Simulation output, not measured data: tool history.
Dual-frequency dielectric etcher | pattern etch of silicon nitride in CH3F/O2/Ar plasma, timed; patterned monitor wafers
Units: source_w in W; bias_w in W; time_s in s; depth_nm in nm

run	hour	source_w	bias_w	time_s	depth_nm
1	0.0	400	55	62	38.905
2	6.1	420	56	62	39.650
3	12.2	420	48	62	37.665
4	20.9	420	48	62	38.013
5	29.1	440	49	62	38.854
6	33.5	460	50	62	39.481

The next listed run, before its measurement:
7	35.2	470	51	62	?

depth_nm: 39.684 nm
